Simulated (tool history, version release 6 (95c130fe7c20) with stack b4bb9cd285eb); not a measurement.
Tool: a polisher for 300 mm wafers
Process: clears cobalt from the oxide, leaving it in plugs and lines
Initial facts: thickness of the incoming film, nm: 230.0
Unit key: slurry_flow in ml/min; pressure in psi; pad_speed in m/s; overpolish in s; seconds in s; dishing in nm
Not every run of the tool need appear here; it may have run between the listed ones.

Run 1, hour 0: slurry_flow 275 ml/min, pressure 1.2 psi, pad_speed 1.26 m/s, overpolish 29 s. Result: seconds 57.541 s, dishing 41.004 nm.
Run 2, hour 4.2: slurry_flow 275 ml/min, pressure 1.1 psi, pad_speed 1.26 m/s, overpolish 29 s. Result: seconds 61.815 s, dishing 40.509 nm.
Run 3, hour 9.8: slurry_flow 275 ml/min, pressure 1.1 psi, pad_speed 1.26 m/s, overpolish 37 s. Result: seconds 60.936 s, dishing 42.612 nm.
Run 4, hour 12.8: slurry_flow 275 ml/min, pressure 1 psi, pad_speed 1.24 m/s, overpolish 33 s. Result: seconds 66.174 s, dishing 39.132 nm.
Run 5, hour 21.7: slurry_flow 275 ml/min, pressure 0.9 psi, pad_speed 1.22 m/s, overpolish 34 s. Result: seconds 73.432 s, dishing 40.61 nm.
At hour 23.2: worn pad replaced by a new one.
Run 6, hour 23.2: slurry_flow 275 ml/min, pressure 0.9 psi, pad_speed 1.48 m/s, overpolish 34 s. Result: seconds 60.09 s, dishing 42.006 nm.

Run 7 is up next; what results do you expect?
Run 7, hour 28.1: slurry_flow 275 ml/min, pressure 0.8 psi, pad_speed 1.44 m/s, overpolish 31 s. Result: seconds ?, dishing ?.

seconds: 65.37 s
dishing: 40.186 nm
